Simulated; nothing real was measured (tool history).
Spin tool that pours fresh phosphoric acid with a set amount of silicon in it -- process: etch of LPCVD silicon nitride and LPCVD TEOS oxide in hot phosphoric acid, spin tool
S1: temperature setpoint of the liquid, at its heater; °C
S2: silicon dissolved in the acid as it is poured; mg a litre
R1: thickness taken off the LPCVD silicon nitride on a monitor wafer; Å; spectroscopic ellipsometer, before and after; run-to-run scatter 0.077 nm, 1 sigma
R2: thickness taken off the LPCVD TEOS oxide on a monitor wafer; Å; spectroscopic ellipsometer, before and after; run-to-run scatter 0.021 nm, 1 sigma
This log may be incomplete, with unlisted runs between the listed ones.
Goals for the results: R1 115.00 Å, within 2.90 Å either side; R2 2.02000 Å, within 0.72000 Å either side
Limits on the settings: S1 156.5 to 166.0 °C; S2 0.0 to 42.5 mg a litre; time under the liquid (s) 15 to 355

Run 1, day 0.000: S1 161.0 °C, S2 18.5 mg a litre, time under the liquid (s) 180. Result: R1 167.64 Å, R2 3.61090 Å.
Run 2, day 0.333: S1 163.0 °C, S2 18.5 mg a litre, time under the liquid (s) 180. Result: R1 180.92 Å, R2 4.04090 Å.
Run 3, day 0.442: S1 161.5 °C, S2 19.5 mg a litre, time under the liquid (s) 170. Result: R1 161.79 Å, R2 3.48000 Å.
Run 4, day 0.700: S1 161.5 °C, S2 29.5 mg a litre, time under the liquid (s) 170. Result: R1 161.03 Å, R2 2.47070 Å.
Run 5, day 1.038: S1 160.5 °C, S2 28.0 mg a litre, time under the liquid (s) 160. Result: R1 146.61 Å, R2 2.28940 Å.
Run 6, day 1.167: S1 160.5 °C, S2 28.0 mg a litre, time under the liquid (s) 205. Result: R1 189.52 Å, R2 2.82290 Å.
Run 7, day 1.354: S1 160.5 °C, S2 28.0 mg a litre, time under the liquid (s) 205. Result: R1 189.15 Å, R2 2.96870 Å.
Run 8, day 1.508: S1 159.5 °C, S2 26.5 mg a litre, time under the liquid (s) 190. Result: R1 168.32 Å, R2 3.26600 Å.
Run 9, day 1.800: S1 159.0 °C, S2 28.5 mg a litre, time under the liquid (s) 175. Result: R1 155.04 Å, R2 2.05930 Å.
Run 10, day 1.929: S1 159.0 °C, S2 25.5 mg a litre, time under the liquid (s) 160. Result: R1 141.43 Å, R2 2.16610 Å.
Run 11, day 1.975: S1 158.5 °C, S2 23.5 mg a litre, time under the liquid (s) 155. Result: R1 134.84 Å, R2 2.33810 Å.

Which one of the following 4 next-run settings gets every result inside its allowed miss? There is exactly one.
Run A, day 2.021: S1 158.0 °C, S2 23.0 mg a litre, time under the liquid (s) 145. Result: R1 ?, R2 ?.
Run B, day 2.021: S1 158.0 °C, S2 20.0 mg a litre, time under the liquid (s) 135. Result: R1 ?, R2 ?.
Run C, day 2.021: S1 157.5 °C, S2 42.5 mg a litre, time under the liquid (s) 145. Result: R1 ?, R2 ?.
Run D, day 2.021: S1 158.0 °C, S2 32.5 mg a litre, time under the liquid (s) 200. Result: R1 ?, R2 ?.

move      R1       R2
   A  121.33  2.13040
   B  112.96  2.16950
   C  119.29  0.80163
   D  167.35  2.06620
A: gains on the last run, yet a result remains outside its allowed miss
B: every result lands within tolerance
C: gains on the last run, yet a result remains outside its allowed miss
D: misses by more than the last run did
The move that meets every target is B.
